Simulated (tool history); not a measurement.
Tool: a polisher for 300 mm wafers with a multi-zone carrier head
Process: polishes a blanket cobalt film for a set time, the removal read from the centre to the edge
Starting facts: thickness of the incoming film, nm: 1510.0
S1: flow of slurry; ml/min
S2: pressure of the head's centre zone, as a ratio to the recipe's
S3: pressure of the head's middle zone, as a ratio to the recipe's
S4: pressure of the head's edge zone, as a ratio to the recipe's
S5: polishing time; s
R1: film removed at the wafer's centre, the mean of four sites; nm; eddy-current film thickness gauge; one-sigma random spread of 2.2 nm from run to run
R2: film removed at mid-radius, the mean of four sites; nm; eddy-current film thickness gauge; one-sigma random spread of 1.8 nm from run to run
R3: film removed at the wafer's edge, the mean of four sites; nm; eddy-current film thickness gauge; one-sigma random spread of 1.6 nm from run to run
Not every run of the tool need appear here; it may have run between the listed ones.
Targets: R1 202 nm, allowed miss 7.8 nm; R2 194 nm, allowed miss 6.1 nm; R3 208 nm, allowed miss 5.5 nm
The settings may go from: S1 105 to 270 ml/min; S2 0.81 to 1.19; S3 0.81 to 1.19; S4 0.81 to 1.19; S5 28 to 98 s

{"run": 1, "hour": 0.0, "S1": 175, "S2": 1, "S3": 1, "S4": 1, "S5": 63, "R1": 335.12, "R2": 331.9, "R3": 327.69}
{"run": 2, "hour": 3.4, "S1": 175, "S2": 1, "S3": 1, "S4": 1, "S5": 70, "R1": 366.68, "R2": 368.9, "R3": 367.65}
{"run": 3, "hour": 6.4, "S1": 160, "S2": 0.96, "S3": 0.95, "S4": 0.96, "S5": 60, "R1": 298.94, "R2": 299.02, "R3": 301.85}
{"run": 4, "hour": 12.8, "S1": 175, "S2": 0.96, "S3": 0.95, "S4": 0.96, "S5": 60, "R1": 301.49, "R2": 309.46, "R3": 302.66}
{"run": 5, "hour": 17.1, "S1": 175, "S2": 0.9, "S3": 0.95, "S4": 0.96, "S5": 60, "R1": 289.03, "R2": 305.69, "R3": 307.22}
{"run": 6, "hour": 25.6, "S1": 175, "S2": 0.9, "S3": 0.95, "S4": 0.99, "S5": 60, "R1": 289.2, "R2": 307.57, "R3": 315.15}
{"run": 7, "hour": 27.2, "S1": 160, "S2": 0.9, "S3": 0.91, "S4": 0.96, "S5": 54, "R1": 252.28, "R2": 264.27, "R3": 273.03}
{"run": 8, "hour": 31.9, "S1": 145, "S2": 0.91, "S3": 0.88, "S4": 0.94, "S5": 51, "R1": 238.44, "R2": 242.16, "R3": 252.66}
{"run": 9, "hour": 37.7, "S1": 135, "S2": 0.92, "S3": 0.86, "S4": 0.93, "S5": 48, "R1": 224.41, "R2": 224, "R3": 233.65}
{"run": 10, "hour": 46.1, "S1": 125, "S2": 0.92, "S3": 0.84, "S4": 0.93, "S5": 47, "R1": 214.63, "R2": 212.69, "R3": 228.28}
{"run": 11, "hour": 53.1, "S1": 120, "S2": 0.93, "S3": 0.83, "S4": 0.92, "S5": 46, "R1": 209.38, "R2": 204.07, "R3": 220.67}
{"run": 12, "hour": 61.2, "S1": 115, "S2": 0.93, "S3": 0.82, "S4": 0.91, "S5": 46, "R1": 204.48, "R2": 196.79, "R3": 214.33}
{"run": 13, "hour": 65.4, "S1": 115, "S2": 0.93, "S3": 0.82, "S4": 0.9, "S5": 46, "R1": 205.65, "R2": 200.2, "R3": 216.05}
{"run": 14, "hour": 72.0, "S1": 115, "S2": 0.93, "S3": 0.82, "S4": 0.89, "S5": 46, "R1": 205.51, "R2": 198.08, "R3": 217.24}

Exercise: of the 4 proposed moves below, exactly one satisfies all targets within the stated allowed misses. Which move is it?
{"run": "A", "hour": 78.6, "S1": 140, "S2": 0.86, "S3": 0.94, "S4": 0.96, "S5": 42, "R1": "?", "R2": "?", "R3": "?"}
{"run": "B", "hour": 78.6, "S1": 140, "S2": 0.93, "S3": 0.82, "S4": 0.9, "S5": 43, "R1": "?", "R2": "?", "R3": "?"}
{"run": "C", "hour": 78.6, "S1": 115, "S2": 0.88, "S3": 0.81, "S4": 0.9, "S5": 47, "R1": "?", "R2": "?", "R3": "?"}
{"run": "D", "hour": 78.6, "S1": 110, "S2": 0.99, "S3": 0.87, "S4": 0.85, "S5": 46, "R1": "?", "R2": "?", "R3": "?"}

move=A R1=182.38 R2=205.81 R3=211.88
move=B R1=201.93 R2=194.16 R3=210.81
move=C R1=199.55 R2=202.62 R3=224.13
move=D R1=217.54 R2=204.66 R3=212.24
A: meets the target for the result that was furthest off, but another lies outside its allowed miss
B: in spec on every target
C: its largest miss is bigger than the last run's
D: meets the target for the result that was furthest off, but another lies outside its allowed miss
So the answer is move B, the one that meets all the targets.
